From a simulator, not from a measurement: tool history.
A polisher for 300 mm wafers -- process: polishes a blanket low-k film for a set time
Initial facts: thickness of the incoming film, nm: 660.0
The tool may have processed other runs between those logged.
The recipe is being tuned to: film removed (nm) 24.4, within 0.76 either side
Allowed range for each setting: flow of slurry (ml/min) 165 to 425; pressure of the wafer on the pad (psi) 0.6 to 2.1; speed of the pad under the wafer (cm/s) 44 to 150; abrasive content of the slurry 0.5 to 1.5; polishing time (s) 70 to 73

| run | hour | flow of slurry (ml/min) | pressure of the wafer on the pad (psi) | speed of the pad under the wafer (cm/s) | abrasive content of the slurry | polishing time (s) | film removed (nm) |
|---|---|---|---|---|---|---|---|
| 1 | 0 | 275 | 1.3 | 96 | 1 | 70 | 15.729 |
| 2 | 1.1 | 275 | 1.3 | 96 | 0.8 | 70 | 14.466 |
| 3 | 9.4 | 275 | 1.5 | 96 | 0.8 | 70 | 16.579 |
| 4 | 14 | 275 | 1.5 | 96 | 0.65 | 70 | 14.994 |
| 5 | 20.5 | 275 | 1.7 | 98 | 0.65 | 70 | 17.155 |
| 6 | 22.7 | 275 | 1.8 | 102 | 0.65 | 70 | 18.616 |
| 7 | 27.6 | 275 | 1.9 | 106 | 0.65 | 70 | 20.18 |
| 8 | 29.2 | 275 | 2 | 110 | 0.65 | 70 | 21.821 |
| 9 | 30.5 | 275 | 2 | 112 | 0.65 | 70 | 22.081 |
| 10 | 34.4 | 275 | 2 | 114 | 0.65 | 70 | 22.286 |
| 11 | 39 | 275 | 2 | 116 | 0.65 | 70 | 22.805 |

Which of these 4 next moves meets every target?
| A | 43.6 | 270 | 2 | 106 | 0.75 | 70 | ? |
| B | 43.6 | 320 | 2.1 | 110 | 0.65 | 73 | ? |
| C | 43.6 | 195 | 1.9 | 100 | 0.8 | 73 | ? |
| D | 43.6 | 265 | 1.7 | 116 | 0.75 | 70 | ? |

| move | film removed (nm) |
|---|---|
| A | 22.447 |
| B | 24.031 |
| C | 21.231 |
| D | 20.494 |
A: the biggest miss grows against the last run
B: all results land within tolerance of their targets
C: the biggest miss grows against the last run
D: the biggest miss grows against the last run
Go with B: it meets all targets.

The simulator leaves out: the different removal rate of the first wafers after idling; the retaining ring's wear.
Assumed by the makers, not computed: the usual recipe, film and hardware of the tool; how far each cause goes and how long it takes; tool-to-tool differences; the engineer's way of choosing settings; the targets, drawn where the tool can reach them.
